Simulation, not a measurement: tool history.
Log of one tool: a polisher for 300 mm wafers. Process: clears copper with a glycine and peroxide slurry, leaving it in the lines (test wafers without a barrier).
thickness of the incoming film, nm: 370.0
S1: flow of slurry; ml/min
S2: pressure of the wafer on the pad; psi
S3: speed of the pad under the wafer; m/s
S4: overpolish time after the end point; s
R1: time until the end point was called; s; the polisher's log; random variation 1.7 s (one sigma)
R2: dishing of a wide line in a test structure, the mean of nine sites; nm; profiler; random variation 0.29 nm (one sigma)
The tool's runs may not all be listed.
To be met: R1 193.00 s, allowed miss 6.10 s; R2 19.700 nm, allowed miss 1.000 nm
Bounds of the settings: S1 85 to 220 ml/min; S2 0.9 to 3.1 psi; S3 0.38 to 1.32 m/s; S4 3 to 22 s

| run | hour | S1 | S2 | S3 | S4 | R1 | R2 |
|---|---|---|---|---|---|---|---|
| 1 | 0.0 | 140 | 2.0 | 0.84 | 11 | 132.71 | 23.506 |
| 2 | 8.0 | 140 | 2.0 | 0.72 | 11 | 148.61 | 21.892 |
| 3 | 15.8 | 140 | 1.8 | 0.72 | 11 | 160.17 | 20.323 |
| 4 | 21.5 | 140 | 1.5 | 0.72 | 11 | 176.14 | 18.134 |
| 5 | 29.3 | 130 | 1.5 | 0.72 | 12 | 181.94 | 19.086 |
| 6 | 30.0 | 160 | 1.5 | 0.72 | 12 | 175.06 | 19.718 |
| 7 | 39.0 | 155 | 1.5 | 0.72 | 12 | 175.05 | 20.024 |
| 8 | 46.5 | 145 | 1.5 | 0.72 | 12 | 176.76 | 19.716 |
| 9 | 51.6 | 115 | 1.3 | 0.72 | 13 | 203.59 | 18.648 |
| 10 | 57.2 | 120 | 1.3 | 0.72 | 13 | 204.85 | 19.046 |
| 11 | 58.0 | 125 | 1.3 | 0.72 | 13 | 203.06 | 19.285 |

4 next moves are on the table. One of them brings every result within its allowed miss. Which?
| A | 58.8 | 110 | 1.0 | 0.92 | 12 | ? | ? |
| B | 58.8 | 105 | 1.5 | 0.72 | 13 | ? | ? |
| C | 58.8 | 105 | 1.3 | 0.72 | 13 | ? | ? |
| D | 58.8 | 130 | 1.3 | 0.66 | 15 | ? | ? |

| move | R1 | R2 |
|---|---|---|
| A | 205.37 | 17.153 |
| B | 191.85 | 19.941 |
| C | 208.71 | 18.397 |
| D | 208.64 | 20.997 |
A: further off than the last run
B: meets every target
C: further off than the last run
D: further off than the last run
Move B is the one to make.
